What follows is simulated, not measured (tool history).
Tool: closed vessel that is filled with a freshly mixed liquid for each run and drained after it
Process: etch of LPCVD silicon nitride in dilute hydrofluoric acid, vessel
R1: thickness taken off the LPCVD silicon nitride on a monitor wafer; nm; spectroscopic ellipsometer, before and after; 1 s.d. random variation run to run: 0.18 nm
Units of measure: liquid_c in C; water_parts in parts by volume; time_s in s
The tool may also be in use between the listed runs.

run 1 hour=0 | liquid_c=25 water_parts=235 time_s=2975 | R1=5.8038
run 2 hour=5.7 | liquid_c=22 water_parts=235 time_s=2975 | R1=4.8612
run 3 hour=14.1 | liquid_c=22 water_parts=270 time_s=2975 | R1=4.2053
run 4 hour=18.5 | liquid_c=24 water_parts=225 time_s=3015 | R1=5.6987
run 5 hour=19.9 | liquid_c=24 water_parts=180 time_s=3015 | R1=7.1959
run 6 hour=26.5 | liquid_c=24 water_parts=245 time_s=3015 | R1=5.3225
run 7 hour=30.6 | liquid_c=26 water_parts=205 time_s=3050 | R1=7.2916
-- hour=34.7 hydrofluoric acid flow meter replaced
run 8 hour=34.7 | liquid_c=30 water_parts=110 time_s=3185 | R1=19.641

For run 9, what comes out?
run 9 hour=42.1 | liquid_c=30.5 water_parts=110 time_s=3185 | R1=?

R1: 20.315 nm

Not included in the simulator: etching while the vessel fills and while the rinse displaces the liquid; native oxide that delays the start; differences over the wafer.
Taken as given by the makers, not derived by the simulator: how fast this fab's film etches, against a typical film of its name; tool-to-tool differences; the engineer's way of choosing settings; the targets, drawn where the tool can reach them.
